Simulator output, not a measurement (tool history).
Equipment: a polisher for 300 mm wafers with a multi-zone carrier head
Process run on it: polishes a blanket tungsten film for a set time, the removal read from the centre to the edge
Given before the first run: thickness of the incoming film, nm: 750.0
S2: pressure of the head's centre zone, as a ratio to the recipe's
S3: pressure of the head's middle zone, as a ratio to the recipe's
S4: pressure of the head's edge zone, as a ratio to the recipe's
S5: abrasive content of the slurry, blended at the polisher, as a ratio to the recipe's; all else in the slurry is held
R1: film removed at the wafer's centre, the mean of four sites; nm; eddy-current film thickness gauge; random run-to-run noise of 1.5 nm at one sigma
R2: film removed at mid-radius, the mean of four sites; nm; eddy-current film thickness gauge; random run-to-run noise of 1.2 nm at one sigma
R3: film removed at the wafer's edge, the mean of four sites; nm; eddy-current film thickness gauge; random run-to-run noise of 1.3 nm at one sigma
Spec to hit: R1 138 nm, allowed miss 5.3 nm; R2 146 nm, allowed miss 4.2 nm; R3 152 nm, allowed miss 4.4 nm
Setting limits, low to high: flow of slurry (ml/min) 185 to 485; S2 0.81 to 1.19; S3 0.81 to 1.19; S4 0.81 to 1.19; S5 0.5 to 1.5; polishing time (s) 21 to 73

Run 1, hour 0: flow of slurry (ml/min) 310, S2 1, S3 1, S4 1, S5 1, polishing time (s) 47. Result: R1 229.51 nm, R2 218.12 nm, R3 220.61 nm.
Run 2, hour 2.3: flow of slurry (ml/min) 300, S2 0.95, S3 0.98, S4 0.97, S5 0.85, polishing time (s) 45. Result: R1 199.02 nm, R2 195.92 nm, R3 202.36 nm.
Run 3, hour 10: flow of slurry (ml/min) 300, S2 0.95, S3 1.04, S4 0.97, S5 0.85, polishing time (s) 45. Result: R1 201.24 nm, R2 206.67 nm, R3 202.5 nm.
Run 4, hour 14.4: flow of slurry (ml/min) 300, S2 0.95, S3 1.04, S4 1.04, S5 0.85, polishing time (s) 45. Result: R1 198.9 nm, R2 206.78 nm, R3 210.06 nm.
Run 5, hour 23.2: flow of slurry (ml/min) 260, S2 0.95, S3 1.04, S4 1.04, S5 0.85, polishing time (s) 45. Result: R1 196.86 nm, R2 206.1 nm, R3 205.7 nm.
Run 6, hour 30.3: flow of slurry (ml/min) 260, S2 0.95, S3 1.04, S4 1, S5 0.85, polishing time (s) 45. Result: R1 193.37 nm, R2 206.21 nm, R3 203.4 nm.
Run 7, hour 34.7: flow of slurry (ml/min) 250, S2 0.93, S3 1.01, S4 0.97, S5 0.75, polishing time (s) 43. Result: R1 173.53 nm, R2 187.96 nm, R3 189.49 nm.
Run 8, hour 42.1: flow of slurry (ml/min) 255, S2 0.93, S3 0.99, S4 0.95, S5 0.7, polishing time (s) 41. Result: R1 166.38 nm, R2 171.28 nm, R3 172.8 nm.

4 next moves are on the table. One of them brings every result within its allowed miss. Which?
Run A, hour 49.5: flow of slurry (ml/min) 185, S2 0.82, S3 0.9, S4 0.96, S5 0.65, polishing time (s) 36. Result: R1 ?, R2 ?, R3 ?.
Run B, hour 49.5: flow of slurry (ml/min) 185, S2 0.85, S3 0.92, S4 0.88, S5 0.5, polishing time (s) 40. Result: R1 ?, R2 ?, R3 ?.
Run C, hour 49.5: flow of slurry (ml/min) 265, S2 0.96, S3 0.88, S4 0.95, S5 0.75, polishing time (s) 37. Result: R1 ?, R2 ?, R3 ?.
Run D, hour 49.5: flow of slurry (ml/min) 355, S2 0.87, S3 0.88, S4 0.97, S5 0.6, polishing time (s) 43. Result: R1 ?, R2 ?, R3 ?.

move      R1      R2      R3
   A  125.04  136.19  148.08
   B  137.65  147.21  150.92
   C  159.58  144.99  158.86
   D  164.86  165.14  181.76
A: pushes the last run's worst result past its target
B: every result within its allowed miss
C: brings the last run's worst result on target, with another outside its allowed miss
D: lands further from the targets than the last run did
Move B is the one to make.

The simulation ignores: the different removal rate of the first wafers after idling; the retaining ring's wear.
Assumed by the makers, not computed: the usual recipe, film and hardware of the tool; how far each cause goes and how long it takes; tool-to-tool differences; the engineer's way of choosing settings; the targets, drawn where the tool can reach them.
